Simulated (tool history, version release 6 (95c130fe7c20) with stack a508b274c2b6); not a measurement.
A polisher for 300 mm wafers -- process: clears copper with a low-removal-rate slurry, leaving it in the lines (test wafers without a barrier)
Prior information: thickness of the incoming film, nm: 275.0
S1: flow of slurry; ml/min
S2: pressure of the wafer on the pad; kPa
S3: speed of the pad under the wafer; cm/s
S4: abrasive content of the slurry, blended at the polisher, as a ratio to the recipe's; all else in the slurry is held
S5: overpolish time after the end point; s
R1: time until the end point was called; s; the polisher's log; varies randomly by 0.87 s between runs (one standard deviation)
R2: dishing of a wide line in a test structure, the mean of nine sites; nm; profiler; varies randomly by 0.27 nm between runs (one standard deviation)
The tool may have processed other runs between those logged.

{"run": 1, "hour": 0.0, "S1": 185, "S2": 18.6, "S3": 132, "S4": 1.0, "S5": 11, "R1": 69.939, "R2": 29.606}
{"run": 2, "hour": 5.3, "S1": 185, "S2": 18.6, "S3": 132, "S4": 1.2, "S5": 11, "R1": 67.739, "R2": 29.974}
{"run": 3, "hour": 14.2, "S1": 185, "S2": 18.6, "S3": 146, "S4": 1.2, "S5": 11, "R1": 62.005, "R2": 33.45}
{"run": 4, "hour": 23.2, "S1": 185, "S2": 16.5, "S3": 146, "S4": 1.2, "S5": 10, "R1": 70.779, "R2": 26.519}
{"run": 5, "hour": 30.4, "S1": 185, "S2": 16.5, "S3": 134, "S4": 1.2, "S5": 10, "R1": 76.074, "R2": 25.647}
{"run": 6, "hour": 36.4, "S1": 185, "S2": 16.5, "S3": 104, "S4": 1.2, "S5": 10, "R1": 96.634, "R2": 20.826}
{"run": 7, "hour": 39.5, "S1": 185, "S2": 16.5, "S3": 104, "S4": 1.2, "S5": 9, "R1": 97.575, "R2": 18.241}
{"run": 8, "hour": 40.6, "S1": 180, "S2": 16.5, "S3": 104, "S4": 1.2, "S5": 9, "R1": 96.328, "R2": 18.296}

The next listed run, before its measurement:
{"run": 9, "hour": 46.4, "S1": 175, "S2": 15.9, "S3": 104, "S4": 1.2, "S5": 9, "R1": "?", "R2": "?"}

{"run 9": {"R1": 101.86, "R2": 18.029}}

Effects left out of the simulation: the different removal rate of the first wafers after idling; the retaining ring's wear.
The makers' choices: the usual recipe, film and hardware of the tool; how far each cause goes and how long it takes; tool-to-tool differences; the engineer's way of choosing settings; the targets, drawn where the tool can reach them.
